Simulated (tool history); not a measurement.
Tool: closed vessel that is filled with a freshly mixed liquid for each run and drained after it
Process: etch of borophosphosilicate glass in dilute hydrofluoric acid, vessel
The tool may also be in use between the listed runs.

run  hour  temperature setpoint of the liquid (C)  parts of water to one part of 49 % hydrofluoric acid (parts by volume)  time in the liquid (s)  thickness taken off the borophosphosilicate glass on a monitor wafer (nm)
  1   0.0                                    23.0                                                                      85                     200                                                                     81.152
  2   1.1                                    23.0                                                                     110                     200                                                                     60.074
  3   4.7                                    23.0                                                                     110                     210                                                                     63.547
  4  13.5                                    23.0                                                                      85                     210                                                                     85.681
  5  14.5                                    23.0                                                                      95                     210                                                                     75.199
  6  19.7                                    25.0                                                                      75                     210                                                                    105.540
  7  26.0                                    26.5                                                                      65                     210                                                                    131.480
  8  34.6                                    28.0                                                                      60                     210                                                                    151.180
  9  42.0                                    29.0                                                                      55                     210                                                                    174.600
 10  43.0                                    29.0                                                                      55                     210                                                                    172.850
 11  44.4                                    29.5                                                                      55                     210                                                                    176.820

Run 12 comes next. What will it give?
 12  47.8                                    30.0                                                                      55                     210                                                                          ?

Run 12 gave thickness taken off the borophosphosilicate glass on a monitor wafer (nm) 179.830.

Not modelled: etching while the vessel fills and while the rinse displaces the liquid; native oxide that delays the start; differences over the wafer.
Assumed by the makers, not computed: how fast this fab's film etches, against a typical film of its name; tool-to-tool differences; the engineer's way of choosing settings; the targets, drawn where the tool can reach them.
